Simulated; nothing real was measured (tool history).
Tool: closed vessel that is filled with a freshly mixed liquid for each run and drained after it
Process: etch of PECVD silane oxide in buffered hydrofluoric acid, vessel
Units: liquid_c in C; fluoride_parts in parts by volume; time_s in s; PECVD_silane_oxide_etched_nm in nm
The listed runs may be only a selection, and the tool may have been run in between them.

run  hour  liquid_c  fluoride_parts  time_s  PECVD_silane_oxide_etched_nm
  1     0        24              11      95                        343.58
  2   3.2        25              11      95                        363.45
  3     5      23.5              11      95                        334.02
  4   6.7        20              11      95                        276.47
  5  15.5        20              11      95                        275.97
  6  16.4        20              11     100                         291.3
  7    21      21.5              11     100                        316.12
     22.9  -- thermometer replaced
  8  22.9      22.5              11     100                        312.44
  9  25.8        24              11     100                        340.16
 10  29.9        25              11     100                        363.64
 11  38.8      25.5              11     100                        371.21

Forecast run 12:
 12  44.6        26              11     100                             ?

Run 12 gave PECVD_silane_oxide_etched_nm 382.79 nm.
